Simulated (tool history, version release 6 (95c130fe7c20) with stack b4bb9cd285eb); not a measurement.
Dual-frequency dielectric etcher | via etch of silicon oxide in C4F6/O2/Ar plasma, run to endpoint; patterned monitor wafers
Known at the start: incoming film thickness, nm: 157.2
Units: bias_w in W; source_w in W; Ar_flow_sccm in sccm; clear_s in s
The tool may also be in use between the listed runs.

run 1 hour=0 | bias_w=428 source_w=310 Ar_flow_sccm=333 | clear_s=42.078
run 2 hour=4.7 | bias_w=451 source_w=310 Ar_flow_sccm=332 | clear_s=41.892
run 3 hour=11.7 | bias_w=471 source_w=320 Ar_flow_sccm=329 | clear_s=40.583
run 4 hour=17.9 | bias_w=488 source_w=320 Ar_flow_sccm=328 | clear_s=40.153
run 5 hour=25.8 | bias_w=534 source_w=320 Ar_flow_sccm=328 | clear_s=38.981
run 6 hour=29 | bias_w=534 source_w=290 Ar_flow_sccm=328 | clear_s=39.824
run 7 hour=29.9 | bias_w=545 source_w=290 Ar_flow_sccm=326 | clear_s=39.616
run 8 hour=36.2 | bias_w=555 source_w=290 Ar_flow_sccm=324 | clear_s=39.12
run 9 hour=45.1 | bias_w=563 source_w=290 Ar_flow_sccm=323 | clear_s=38.808

Run 10 comes next. What will it give?
run 10 hour=50.4 | bias_w=569 source_w=290 Ar_flow_sccm=322 | clear_s=?

Run 10 gave clear_s 38.829 s.
